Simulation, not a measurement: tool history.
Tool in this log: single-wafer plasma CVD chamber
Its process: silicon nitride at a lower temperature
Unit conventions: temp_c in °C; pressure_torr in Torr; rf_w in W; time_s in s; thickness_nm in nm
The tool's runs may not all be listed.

Run 1, hour 0.0: temp_c 365 °C, pressure_torr 1.71 Torr, rf_w 300 W, time_s 36.3 s. Result: thickness_nm 42.595 nm.
Run 2, hour 5.7: temp_c 365 °C, pressure_torr 1.71 Torr, rf_w 300 W, time_s 36.3 s. Result: thickness_nm 42.457 nm.
Run 3, hour 6.4: temp_c 365 °C, pressure_torr 1.83 Torr, rf_w 305 W, time_s 36.3 s. Result: thickness_nm 43.739 nm.
Run 4, hour 8.5: temp_c 354 °C, pressure_torr 1.83 Torr, rf_w 305 W, time_s 36.3 s. Result: thickness_nm 43.761 nm.
Run 5, hour 10.2: temp_c 354 °C, pressure_torr 1.83 Torr, rf_w 305 W, time_s 36.3 s. Result: thickness_nm 43.742 nm.
Run 6, hour 16.2: temp_c 354 °C, pressure_torr 1.83 Torr, rf_w 270 W, time_s 36.3 s. Result: thickness_nm 39.965 nm.
Run 7, hour 17.1: temp_c 354 °C, pressure_torr 2.17 Torr, rf_w 320 W, time_s 36.6 s. Result: thickness_nm 47.724 nm.
Run 8, hour 21.3: temp_c 354 °C, pressure_torr 2.20 Torr, rf_w 320 W, time_s 36.6 s. Result: thickness_nm 47.839 nm.
Run 9, hour 23.9: temp_c 354 °C, pressure_torr 2.23 Torr, rf_w 320 W, time_s 36.6 s. Result: thickness_nm 48.209 nm.
At hour 29.8: capacitance manometer re-zeroed and calibrated.
Run 10, hour 29.8: temp_c 354 °C, pressure_torr 2.23 Torr, rf_w 320 W, time_s 36.6 s. Result: thickness_nm 47.526 nm.
Run 11, hour 34.7: temp_c 354 °C, pressure_torr 2.25 Torr, rf_w 325 W, time_s 36.6 s. Result: thickness_nm 48.398 nm.

Run 12 comes next. What will it give?
Run 12, hour 36.3: temp_c 354 °C, pressure_torr 2.27 Torr, rf_w 325 W, time_s 36.6 s. Result: thickness_nm ?.

{"run 12": {"thickness_nm": 48.291}}

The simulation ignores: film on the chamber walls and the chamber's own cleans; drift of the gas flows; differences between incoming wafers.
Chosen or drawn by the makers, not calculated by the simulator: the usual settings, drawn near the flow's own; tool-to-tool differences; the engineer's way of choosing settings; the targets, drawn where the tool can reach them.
